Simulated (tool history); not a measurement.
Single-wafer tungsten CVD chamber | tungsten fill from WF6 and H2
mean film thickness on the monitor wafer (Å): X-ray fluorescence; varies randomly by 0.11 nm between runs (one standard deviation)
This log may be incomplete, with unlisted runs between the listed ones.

run	hour	heater temperature setpoint (deg C)	chamber pressure (mTorr)	deposition time (s)	mean film thickness on the monitor wafer (Å)
1	0.0	375	48200	24.7	516.22
2	6.0	375	54500	24.7	546.24
3	7.2	375	50800	24.7	528.33
4	12.9	371	50800	24.7	494.57
5	13.9	371	50800	25.5	503.54
6	19.0	365	50500	25.5	453.53
7	26.8	361	50200	25.5	419.72

Run 8, settings as shown, results not yet in. Your forecast:
8	27.5	358	50000	25.5	?

mean film thickness on the monitor wafer (Å): 393.69

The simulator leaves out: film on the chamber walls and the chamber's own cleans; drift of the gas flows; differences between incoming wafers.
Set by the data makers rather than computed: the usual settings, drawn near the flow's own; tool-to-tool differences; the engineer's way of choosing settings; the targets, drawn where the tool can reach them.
